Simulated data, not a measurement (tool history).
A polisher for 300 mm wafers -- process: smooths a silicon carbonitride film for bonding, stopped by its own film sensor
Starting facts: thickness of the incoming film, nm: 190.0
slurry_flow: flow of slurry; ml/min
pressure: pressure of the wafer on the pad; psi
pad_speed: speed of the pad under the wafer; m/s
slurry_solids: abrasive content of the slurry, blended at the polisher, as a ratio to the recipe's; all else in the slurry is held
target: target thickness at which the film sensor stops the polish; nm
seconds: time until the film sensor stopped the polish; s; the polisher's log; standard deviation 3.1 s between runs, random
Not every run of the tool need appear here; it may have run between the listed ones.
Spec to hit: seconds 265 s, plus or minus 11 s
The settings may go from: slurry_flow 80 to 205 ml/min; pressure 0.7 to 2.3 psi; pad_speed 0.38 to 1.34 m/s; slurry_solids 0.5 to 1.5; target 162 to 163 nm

run    day  slurry_flow  pressure  pad_speed  slurry_solids  target  seconds
  1      0          135       1.5       0.86              1     163   164.49
  2  0.121          135       1.4       0.86              1     163   174.47
  3  0.454          135       1.4       0.86            1.1     163   169.91
  4   0.75          135       1.3       0.86            1.1     163   178.77
  5  0.925          135       1.3       0.86            1.1     163   179.88
     0.975  -- worn pad replaced by a new one
  6  0.975          135       1.3       0.86            1.1     162   169.77
  7  1.167          135       1.2       0.82            1.1     162   193.13
  8  1.196          135       1.1        0.8            1.1     162   211.78

Next run, 4 choices. One meets every target within its allowed miss, the rest don't. Which?
  A  1.225          200         1        0.7           1.15     162        ?
  B  1.225          145       0.9       0.82            0.9     162        ?
  C  1.225          130       0.8       0.98           1.05     163        ?
  D  1.225          145       0.9        0.8           1.15     163        ?

move  seconds
   A    230.3
   B   259.07
   C   229.99
   D   230.59
A: an improvement on the last run, though not all results are within tolerance
B: every result lands within tolerance
C: an improvement on the last run, though not all results are within tolerance
D: an improvement on the last run, though not all results are within tolerance
The right move is B.

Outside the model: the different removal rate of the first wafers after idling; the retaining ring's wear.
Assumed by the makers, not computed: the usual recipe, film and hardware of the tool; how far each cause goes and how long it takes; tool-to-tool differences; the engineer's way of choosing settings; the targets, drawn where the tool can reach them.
